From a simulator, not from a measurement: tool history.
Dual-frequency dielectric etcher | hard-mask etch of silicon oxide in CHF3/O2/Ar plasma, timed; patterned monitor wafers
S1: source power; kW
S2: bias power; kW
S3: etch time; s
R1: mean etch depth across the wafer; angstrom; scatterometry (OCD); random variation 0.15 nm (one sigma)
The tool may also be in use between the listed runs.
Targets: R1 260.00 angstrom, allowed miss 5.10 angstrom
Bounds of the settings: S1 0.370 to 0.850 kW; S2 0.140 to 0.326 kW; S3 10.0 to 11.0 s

run	hour	S1	S2	S3	R1
1	0.0	0.610	0.233	11.0	217.18
2	3.6	0.690	0.233	11.0	229.95
3	4.7	0.610	0.233	11.0	214.60
4	6.3	0.610	0.233	10.0	194.87
5	7.6	0.610	0.233	11.0	213.29
6	8.5	0.610	0.267	11.0	230.10
7	15.5	0.650	0.269	11.0	239.63
8	21.8	0.670	0.270	11.0	244.54
9	25.5	0.690	0.271	11.0	249.56
10	34.0	0.700	0.271	11.0	249.82
11	36.2	0.770	0.277	11.0	269.34

Which of these 5 next moves meets every target?
A	38.4	0.770	0.301	11.0	?
B	38.4	0.840	0.290	11.0	?
C	38.4	0.780	0.311	10.5	?
D	38.4	0.850	0.300	10.5	?
E	38.4	0.840	0.261	10.5	?

move	R1
A	276.42
B	283.34
C	270.06
D	276.80
E	256.13
A: further off than the last run
B: further off than the last run
C: further off than the last run
D: further off than the last run
E: meets every target
Move E is the one to make.
